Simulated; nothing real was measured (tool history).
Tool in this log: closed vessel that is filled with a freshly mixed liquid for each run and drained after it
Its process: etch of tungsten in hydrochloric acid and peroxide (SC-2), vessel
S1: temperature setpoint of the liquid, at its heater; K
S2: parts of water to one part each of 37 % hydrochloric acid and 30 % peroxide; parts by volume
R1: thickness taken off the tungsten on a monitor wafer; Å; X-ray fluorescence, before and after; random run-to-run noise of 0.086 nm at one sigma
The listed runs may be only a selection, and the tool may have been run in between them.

{"run": 1, "hour": 0.0, "S1": 320.15, "S2": 11.5, "time in the liquid (s)": 80, "R1": 226.57}
{"run": 2, "hour": 6.8, "S1": 320.15, "S2": 13, "time in the liquid (s)": 80, "R1": 204.9}
{"run": 3, "hour": 10.3, "S1": 319.65, "S2": 13, "time in the liquid (s)": 80, "R1": 196.32}
{"run": 4, "hour": 18.9, "S1": 319.65, "S2": 13, "time in the liquid (s)": 80, "R1": 197.87}
{"run": 5, "hour": 24.5, "S1": 314.65, "S2": 13, "time in the liquid (s)": 80, "R1": 139.53}
{"run": 6, "hour": 32.8, "S1": 315.65, "S2": 13, "time in the liquid (s)": 80, "R1": 148.79}
{"run": 7, "hour": 38.8, "S1": 316.15, "S2": 13, "time in the liquid (s)": 80, "R1": 154.71}
{"run": 8, "hour": 45.2, "S1": 316.65, "S2": 13, "time in the liquid (s)": 80, "R1": 159.98}
{"run": 9, "hour": 49.9, "S1": 317.15, "S2": 13, "time in the liquid (s)": 80, "R1": 166.47}
{"run": 10, "hour": 58.4, "S1": 317.65, "S2": 13, "time in the liquid (s)": 80, "R1": 171.41}

Run 11, settings as shown, results not yet in. Your forecast:
{"run": 11, "hour": 61.4, "S1": 317.65, "S2": 13, "time in the liquid (s)": 80, "R1": "?"}

Run 11 measured R1 171.64 Å.
